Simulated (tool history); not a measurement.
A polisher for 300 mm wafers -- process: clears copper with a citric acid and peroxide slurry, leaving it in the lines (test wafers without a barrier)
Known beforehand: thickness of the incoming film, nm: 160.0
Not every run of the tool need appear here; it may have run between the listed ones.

| run | hour | flow of slurry (ml/min) | pressure of the wafer on the pad (psi) | speed of the pad under the wafer (cm/s) | abrasive content of the slurry | overpolish time after the end point (s) | time until the end point was called (s) | dishing of a wide line in a test structure (Å) |
|---|---|---|---|---|---|---|---|---|
| 1 | 0 | 260 | 2.4 | 126 | 1 | 22 | 71.512 | 345.37 |
| 2 | 2.2 | 260 | 2 | 128 | 1 | 17 | 83.919 | 237.91 |
| 3 | 4.6 | 260 | 2 | 144 | 1 | 17 | 74.755 | 271.09 |
| 4 | 9.3 | 260 | 2 | 144 | 1 | 23 | 73.426 | 332.75 |
| 5 | 16.1 | 260 | 2 | 144 | 1.15 | 23 | 72.881 | 351.37 |
| 6 | 22.3 | 260 | 2 | 144 | 1.15 | 28 | 72.446 | 402.41 |
| 7 | 30.4 | 290 | 1.7 | 142 | 0.95 | 21 | 89.785 | 268.49 |
| 8 | 32.1 | 220 | 1.1 | 124 | 1.2 | 11 | 145.81 | 89.526 |
| 9 | 38 | 200 | 1.2 | 130 | 1.3 | 10 | 128.38 | 96.311 |
| 10 | 46.8 | 185 | 1.2 | 136 | 1.35 | 9 | 121.69 | 88.274 |
| 11 | 47.9 | 175 | 1.2 | 138 | 1.4 | 8 | 121.62 | 78.55 |
| 12 | 52.2 | 180 | 1.5 | 140 | 1.5 | 7 | 95.896 | 93.411 |
| 13 | 54.9 | 180 | 1.5 | 140 | 1.5 | 7 | 93.13 | 91.774 |
| 14 | 58.9 | 175 | 1.4 | 140 | 1.5 | 7 | 101.25 | 83.81 |
| 15 | 65.8 | 170 | 1.4 | 140 | 1.5 | 7 | 101.57 | 88.1 |

Run 16 comes next. What will it give?
| 16 | 69.5 | 165 | 1.4 | 142 | 1.5 | 7 | ? | ? |

time until the end point was called (s): 100.62
dishing of a wide line in a test structure (Å): 87.629
